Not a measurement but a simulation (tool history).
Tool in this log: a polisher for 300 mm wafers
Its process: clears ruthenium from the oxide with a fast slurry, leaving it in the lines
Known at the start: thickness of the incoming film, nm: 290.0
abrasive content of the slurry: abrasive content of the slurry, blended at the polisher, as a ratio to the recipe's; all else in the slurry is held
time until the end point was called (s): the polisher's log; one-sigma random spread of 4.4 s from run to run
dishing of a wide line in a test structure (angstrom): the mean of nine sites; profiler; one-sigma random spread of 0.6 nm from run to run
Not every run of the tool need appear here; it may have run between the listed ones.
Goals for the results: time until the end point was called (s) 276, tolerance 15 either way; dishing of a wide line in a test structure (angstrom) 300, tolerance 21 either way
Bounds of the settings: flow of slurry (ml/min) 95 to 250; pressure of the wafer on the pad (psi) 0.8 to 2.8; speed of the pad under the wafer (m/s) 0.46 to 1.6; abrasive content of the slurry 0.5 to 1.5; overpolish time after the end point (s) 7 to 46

run  hour  flow of slurry (ml/min)  pressure of the wafer on the pad (psi)  speed of the pad under the wafer (m/s)  abrasive content of the slurry  overpolish time after the end point (s)  time until the end point was called (s)  dishing of a wide line in a test structure (angstrom)
  1     0                      160                                     1.8                                    1.02                               1                                       24                                   117.89                                                 363.62
  2   4.4                      160                                     1.5                                    0.92                               1                                       28                                   150.02                                                  343.2
  3   9.3                      160                                     1.5                                    0.82                               1                                       28                                   169.84                                                 308.23
  4  11.9                      160                                     1.3                                    0.78                               1                                       32                                   197.68                                                 308.72
  5  13.1                      140                                     1.3                                    0.78                               1                                       32                                   201.12                                                 304.87
  6    19                      140                                     1.5                                    0.78                               1                                       32                                   179.09                                                 339.46
  7  22.8                      140                                     1.3                                    0.76                               1                                       34                                   206.84                                                 301.35
  8  27.1                      140                                     1.2                                    0.74                               1                                       38                                   236.37                                                 309.88
  9  27.9                      140                                     1.1                                    0.74                               1                                       39                                   249.84                                                 301.34
 10  28.4                      140                                     1.1                                    0.74                               1                                       40                                   254.29                                                 308.11

Consider the 5 candidate settings below. Which is the only one whose results all fall within their allowed miss of target?
  A  28.9                      145                                       1                                    0.74                            0.95                                       42                                        ?                                                      ?
  B  28.9                      125                                     1.2                                    0.82                            1.05                                       30                                        ?                                                      ?
  C  28.9                      130                                     1.3                                    0.74                            0.85                                       36                                        ?                                                      ?
  D  28.9                      155                                       1                                    0.86                            1.05                                       40                                        ?                                                      ?
  E  28.9                      150                                     1.1                                    0.74                             1.1                                       36                                        ?                                                      ?

move  time until the end point was called (s)  dishing of a wide line in a test structure (angstrom)
   A                                   277.54                                                 285.95
   B                                   209.52                                                 274.71
   C                                   235.51                                                 288.01
   D                                   228.63                                                 316.44
   E                                   233.66                                                 289.64
A: all results land within tolerance of their targets
B: lands further from the targets than the last run did
C: lands further from the targets than the last run did
D: lands further from the targets than the last run did
E: lands further from the targets than the last run did
A is the move that brings every result within its allowed miss.

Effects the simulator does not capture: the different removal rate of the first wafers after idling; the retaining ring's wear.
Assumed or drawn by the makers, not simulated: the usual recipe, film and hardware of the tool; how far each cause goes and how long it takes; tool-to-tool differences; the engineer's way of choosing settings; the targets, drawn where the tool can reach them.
